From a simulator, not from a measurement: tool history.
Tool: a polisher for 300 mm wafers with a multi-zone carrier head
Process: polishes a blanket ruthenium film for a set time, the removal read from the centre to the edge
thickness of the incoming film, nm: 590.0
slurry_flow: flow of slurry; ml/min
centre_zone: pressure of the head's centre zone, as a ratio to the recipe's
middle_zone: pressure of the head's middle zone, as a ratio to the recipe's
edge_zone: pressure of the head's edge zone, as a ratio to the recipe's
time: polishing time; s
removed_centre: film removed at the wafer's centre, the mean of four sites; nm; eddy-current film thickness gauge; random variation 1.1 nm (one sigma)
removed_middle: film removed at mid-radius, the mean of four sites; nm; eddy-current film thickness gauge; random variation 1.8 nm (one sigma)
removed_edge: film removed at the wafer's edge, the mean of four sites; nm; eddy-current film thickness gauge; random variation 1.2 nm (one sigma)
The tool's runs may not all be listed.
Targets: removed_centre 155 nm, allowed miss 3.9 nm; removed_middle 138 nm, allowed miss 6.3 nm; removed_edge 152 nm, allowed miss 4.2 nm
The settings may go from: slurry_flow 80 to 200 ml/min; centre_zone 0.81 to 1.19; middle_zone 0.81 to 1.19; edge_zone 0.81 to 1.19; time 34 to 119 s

Run 1, hour 0: slurry_flow 130 ml/min, centre_zone 1, middle_zone 1, edge_zone 1, time 76 s. Result: removed_centre 110.69 nm, removed_middle 108.36 nm, removed_edge 116.48 nm.
Run 2, hour 6.5: slurry_flow 140 ml/min, centre_zone 1.03, middle_zone 1.01, edge_zone 1.04, time 79 s. Result: removed_centre 118.65 nm, removed_middle 115.53 nm, removed_edge 125.63 nm.
Run 3, hour 10.7: slurry_flow 140 ml/min, centre_zone 1.03, middle_zone 1.01, edge_zone 1.1, time 79 s. Result: removed_centre 119.41 nm, removed_middle 115.3 nm, removed_edge 127.44 nm.
Run 4, hour 14.2: slurry_flow 115 ml/min, centre_zone 1.03, middle_zone 1.01, edge_zone 1.1, time 79 s. Result: removed_centre 112.39 nm, removed_middle 109.13 nm, removed_edge 125.6 nm.
Run 5, hour 21.9: slurry_flow 125 ml/min, centre_zone 1.06, middle_zone 1.02, edge_zone 1.11, time 81 s. Result: removed_centre 120.32 nm, removed_middle 116.91 nm, removed_edge 129.79 nm.
Run 6, hour 27.4: slurry_flow 125 ml/min, centre_zone 1.06, middle_zone 1.05, edge_zone 1.11, time 81 s. Result: removed_centre 123.89 nm, removed_middle 115.67 nm, removed_edge 130.73 nm.
Run 7, hour 29.3: slurry_flow 135 ml/min, centre_zone 1.07, middle_zone 1.06, edge_zone 1.13, time 83 s. Result: removed_centre 129.4 nm, removed_middle 126.54 nm, removed_edge 134.98 nm.
Run 8, hour 36.6: slurry_flow 145 ml/min, centre_zone 1.09, middle_zone 1.03, edge_zone 1.15, time 84 s. Result: removed_centre 135.46 nm, removed_middle 126.24 nm, removed_edge 141.93 nm.
Run 9, hour 38: slurry_flow 180 ml/min, centre_zone 1.15, middle_zone 1.05, edge_zone 1.15, time 84 s. Result: removed_centre 147.94 nm, removed_middle 133.18 nm, removed_edge 144.78 nm.
Run 10, hour 41.7: slurry_flow 185 ml/min, centre_zone 1.15, middle_zone 1.05, edge_zone 1.16, time 84 s. Result: removed_centre 150.41 nm, removed_middle 134.28 nm, removed_edge 145.14 nm.
Run 11, hour 47: slurry_flow 185 ml/min, centre_zone 1.15, middle_zone 1.05, edge_zone 1.17, time 85 s. Result: removed_centre 148.38 nm, removed_middle 138.48 nm, removed_edge 146.34 nm.
At hour 55.1: edge zone pressure recalibrated.
Run 12, hour 55.1: slurry_flow 185 ml/min, centre_zone 1.16, middle_zone 1.04, edge_zone 1.17, time 86 s. Result: removed_centre 154.22 nm, removed_middle 133.69 nm, removed_edge 140.66 nm.
Run 13, hour 58.3: slurry_flow 175 ml/min, centre_zone 1.15, middle_zone 1.05, edge_zone 1.18, time 87 s. Result: removed_centre 151.38 nm, removed_middle 137.67 nm, removed_edge 142.05 nm.

4 next moves are on the table. One of them brings every result within its allowed miss. Which?
Run A, hour 61.5: slurry_flow 175 ml/min, centre_zone 1.1, middle_zone 1.14, edge_zone 1.19, time 92 s. Result: removed_centre ?, removed_middle ?, removed_edge ?.
Run B, hour 61.5: slurry_flow 200 ml/min, centre_zone 0.96, middle_zone 0.86, edge_zone 0.94, time 101 s. Result: removed_centre ?, removed_middle ?, removed_edge ?.
Run C, hour 61.5: slurry_flow 130 ml/min, centre_zone 1.18, middle_zone 1.19, edge_zone 1.19, time 84 s. Result: removed_centre ?, removed_middle ?, removed_edge ?.
Run D, hour 61.5: slurry_flow 190 ml/min, centre_zone 1.04, middle_zone 1.17, edge_zone 1.17, time 91 s. Result: removed_centre ?, removed_middle ?, removed_edge ?.

move  removed_centre  removed_middle  removed_edge
   A          155.45          155.57           150
   B          155.14          137.73        149.36
   C          140.99          138.68        131.02
   D          148.73          159.56        148.47
A: brings the result that was furthest off to its target, and leaves another outside
B: meets every target
C: further off than the last run
D: brings the result that was furthest off to its target, and leaves another outside
Move B is the one to make.
